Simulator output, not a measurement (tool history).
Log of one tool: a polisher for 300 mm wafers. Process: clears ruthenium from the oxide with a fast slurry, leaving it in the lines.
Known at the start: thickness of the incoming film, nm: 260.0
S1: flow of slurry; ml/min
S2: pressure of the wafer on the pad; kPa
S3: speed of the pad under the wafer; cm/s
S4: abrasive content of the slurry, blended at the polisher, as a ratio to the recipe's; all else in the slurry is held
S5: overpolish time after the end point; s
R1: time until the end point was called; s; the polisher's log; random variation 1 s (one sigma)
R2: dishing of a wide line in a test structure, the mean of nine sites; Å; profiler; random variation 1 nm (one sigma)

run 1 hour=0.0 | S1=190 S2=21.4 S3=80 S4=1.0 S5=27 | R1=65.988 R2=823.81
run 2 hour=6.0 | S1=185 S2=17.9 S3=80 S4=1.0 S5=32 | R1=78.946 R2=833.46
run 3 hour=11.9 | S1=210 S2=17.9 S3=80 S4=1.0 S5=32 | R1=76.353 R2=836.66
run 4 hour=14.8 | S1=175 S2=17.9 S3=80 S4=1.0 S5=32 | R1=78.619 R2=828.74
run 5 hour=16.1 | S1=170 S2=15.9 S3=80 S4=1.0 S5=36 | R1=89.231 R2=813.73
run 6 hour=22.0 | S1=195 S2=15.9 S3=80 S4=1.0 S5=36 | R1=86.542 R2=825.81
run 7 hour=24.4 | S1=180 S2=14.5 S3=80 S4=1.0 S5=39 | R1=95.127 R2=820.09
run 8 hour=28.9 | S1=170 S2=13.8 S3=80 S4=1.0 S5=41 | R1=101.540 R2=810.59
run 9 hour=37.1 | S1=165 S2=13.8 S3=80 S4=1.0 S5=43 | R1=101.940 R2=840.85
run 10 hour=40.4 | S1=160 S2=13.8 S3=80 S4=1.0 S5=44 | R1=100.990 R2=856.33

The next listed run, before its measurement:
run 11 hour=43.8 | S1=155 S2=13.8 S3=80 S4=1.0 S5=45 | R1=? R2=?

{"run 11": {"R1": 102.03, "R2": 861.04}}

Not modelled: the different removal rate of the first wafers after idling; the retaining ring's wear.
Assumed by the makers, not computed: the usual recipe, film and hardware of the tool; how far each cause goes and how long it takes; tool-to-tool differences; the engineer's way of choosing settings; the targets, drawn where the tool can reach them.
